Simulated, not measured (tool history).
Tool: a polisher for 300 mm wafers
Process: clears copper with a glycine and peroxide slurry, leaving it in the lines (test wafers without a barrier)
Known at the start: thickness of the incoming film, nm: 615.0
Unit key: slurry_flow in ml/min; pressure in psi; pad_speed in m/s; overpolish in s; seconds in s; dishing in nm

run 1 hour=0.0 | slurry_flow=225 pressure=2.1 pad_speed=0.98 overpolish=26 | seconds=125.07 dishing=67.537
run 2 hour=2.1 | slurry_flow=225 pressure=1.8 pad_speed=0.98 overpolish=26 | seconds=138.34 dishing=63.281
run 3 hour=7.2 | slurry_flow=225 pressure=1.6 pad_speed=0.98 overpolish=25 | seconds=142.47 dishing=56.938
run 4 hour=12.2 | slurry_flow=225 pressure=1.3 pad_speed=0.98 overpolish=25 | seconds=165.40 dishing=50.494
run 5 hour=14.1 | slurry_flow=225 pressure=1.7 pad_speed=0.98 overpolish=25 | seconds=140.66 dishing=58.317
run 6 hour=21.8 | slurry_flow=225 pressure=1.6 pad_speed=0.98 overpolish=25 | seconds=148.99 dishing=56.222
run 7 hour=28.4 | slurry_flow=225 pressure=1.5 pad_speed=0.98 overpolish=25 | seconds=154.43 dishing=56.092
run 8 hour=32.3 | slurry_flow=225 pressure=1.4 pad_speed=0.98 overpolish=24 | seconds=161.33 dishing=52.492

Expected results for the next run?
run 9 hour=40.0 | slurry_flow=225 pressure=1.3 pad_speed=0.98 overpolish=24 | seconds=? dishing=?

seconds: 167.48 s
dishing: 50.340 nm
